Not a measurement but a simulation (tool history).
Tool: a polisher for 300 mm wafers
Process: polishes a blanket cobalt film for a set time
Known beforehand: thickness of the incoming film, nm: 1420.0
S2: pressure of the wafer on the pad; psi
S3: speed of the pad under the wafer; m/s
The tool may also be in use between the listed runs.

{"run": 1, "hour": 0.0, "flow of slurry (ml/min)": 295, "S2": 2, "S3": 0.96, "polishing time (s)": 87, "film removed (angstrom)": 4572.3}
{"run": 2, "hour": 1.9, "flow of slurry (ml/min)": 295, "S2": 2, "S3": 0.96, "polishing time (s)": 91, "film removed (angstrom)": 4797.8}
{"run": 3, "hour": 7.4, "flow of slurry (ml/min)": 295, "S2": 2, "S3": 0.96, "polishing time (s)": 87, "film removed (angstrom)": 4596.6}
{"run": 4, "hour": 10.1, "flow of slurry (ml/min)": 295, "S2": 1.8, "S3": 0.96, "polishing time (s)": 87, "film removed (angstrom)": 4320.6}
{"run": 5, "hour": 17.2, "flow of slurry (ml/min)": 275, "S2": 1.6, "S3": 0.86, "polishing time (s)": 87, "film removed (angstrom)": 3413.6}
{"run": 6, "hour": 23.6, "flow of slurry (ml/min)": 275, "S2": 1.6, "S3": 0.86, "polishing time (s)": 87, "film removed (angstrom)": 3322.2}
{"run": 7, "hour": 24.7, "flow of slurry (ml/min)": 270, "S2": 1.5, "S3": 0.82, "polishing time (s)": 87, "film removed (angstrom)": 3121.5}

Forecast run 8:
{"run": 8, "hour": 26.3, "flow of slurry (ml/min)": 265, "S2": 1.4, "S3": 0.76, "polishing time (s)": 87, "film removed (angstrom)": "?"}

film removed (angstrom): 2681.8
